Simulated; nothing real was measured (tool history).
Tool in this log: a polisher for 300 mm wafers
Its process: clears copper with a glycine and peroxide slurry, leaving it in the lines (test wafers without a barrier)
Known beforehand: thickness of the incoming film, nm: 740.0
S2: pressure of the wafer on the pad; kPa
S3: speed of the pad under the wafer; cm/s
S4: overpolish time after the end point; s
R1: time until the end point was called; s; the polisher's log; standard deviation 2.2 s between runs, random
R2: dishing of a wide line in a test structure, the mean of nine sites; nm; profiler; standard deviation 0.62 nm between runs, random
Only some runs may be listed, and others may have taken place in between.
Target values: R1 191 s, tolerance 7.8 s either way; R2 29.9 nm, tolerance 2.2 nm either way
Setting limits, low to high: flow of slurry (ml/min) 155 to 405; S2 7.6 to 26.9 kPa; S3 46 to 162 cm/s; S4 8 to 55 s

run 1 hour=0 | flow_of_slurry_(ml/min)=260 S2=17.2 S3=104 S4=28 | R1=158.21 R2=75.719
run 2 hour=4.9 | flow_of_slurry_(ml/min)=260 S2=20 S3=104 S4=28 | R1=137.17 R2=84.847
run 3 hour=12.8 | flow_of_slurry_(ml/min)=250 S2=17.2 S3=110 S4=22 | R1=148.43 R2=66.751
run 4 hour=21.2 | flow_of_slurry_(ml/min)=230 S2=14.5 S3=116 S4=18 | R1=166.79 R2=49.963
run 5 hour=26.8 | flow_of_slurry_(ml/min)=210 S2=13.8 S3=118 S4=15 | R1=175.17 R2=42.847
run 6 hour=33.5 | flow_of_slurry_(ml/min)=210 S2=13.8 S3=136 S4=15 | R1=158.67 R2=47.546
run 7 hour=37.8 | flow_of_slurry_(ml/min)=280 S2=10.3 S3=116 S4=8 | R1=211.48 R2=19.417
-- hour=38.6 head pressure recalibrated
run 8 hour=38.6 | flow_of_slurry_(ml/min)=260 S2=11 S3=116 S4=8 | R1=198.74 R2=20.869
run 9 hour=42.6 | flow_of_slurry_(ml/min)=240 S2=11 S3=116 S4=9 | R1=196.68 R2=22.529
run 10 hour=50.6 | flow_of_slurry_(ml/min)=235 S2=11 S3=116 S4=10 | R1=197.41 R2=25.758
run 11 hour=55.7 | flow_of_slurry_(ml/min)=225 S2=11 S3=116 S4=10 | R1=200.5 R2=26.093
run 12 hour=61.6 | flow_of_slurry_(ml/min)=215 S2=11 S3=116 S4=10 | R1=200.32 R2=25.412
run 13 hour=69.1 | flow_of_slurry_(ml/min)=220 S2=12.4 S3=116 S4=15 | R1=183.76 R2=39.755
run 14 hour=76.4 | flow_of_slurry_(ml/min)=215 S2=11 S3=122 S4=10 | R1=192.64 R2=26.366
run 15 hour=78.1 | flow_of_slurry_(ml/min)=205 S2=11 S3=122 S4=10 | R1=188.91 R2=26.396
run 16 hour=84.6 | flow_of_slurry_(ml/min)=205 S2=11 S3=122 S4=10 | R1=195.04 R2=26.017

Consider the 5 candidate settings below. Which is the only one whose results all fall within their allowed miss of target?
run A hour=91.1 | flow_of_slurry_(ml/min)=185 S2=11.7 S3=126 S4=8 | R1=? R2=?
run B hour=91.1 | flow_of_slurry_(ml/min)=165 S2=11 S3=114 S4=12 | R1=? R2=?
run C hour=91.1 | flow_of_slurry_(ml/min)=290 S2=10.3 S3=110 S4=8 | R1=? R2=?
run D hour=91.1 | flow_of_slurry_(ml/min)=185 S2=10.3 S3=124 S4=12 | R1=? R2=?
run E hour=91.1 | flow_of_slurry_(ml/min)=195 S2=11.7 S3=118 S4=11 | R1=? R2=?

move=A R1=180.99 R2=22.762
move=B R1=204.52 R2=29.54
move=C R1=208.9 R2=19.888
move=D R1=201.29 R2=29.871
move=E R1=188.04 R2=29.493
A: the biggest miss grows against the last run
B: meets the target for the result that was furthest off, but another lies outside its allowed miss
C: the biggest miss grows against the last run
D: meets the target for the result that was furthest off, but another lies outside its allowed miss
E: all results in spec
Go with E: it meets all targets.

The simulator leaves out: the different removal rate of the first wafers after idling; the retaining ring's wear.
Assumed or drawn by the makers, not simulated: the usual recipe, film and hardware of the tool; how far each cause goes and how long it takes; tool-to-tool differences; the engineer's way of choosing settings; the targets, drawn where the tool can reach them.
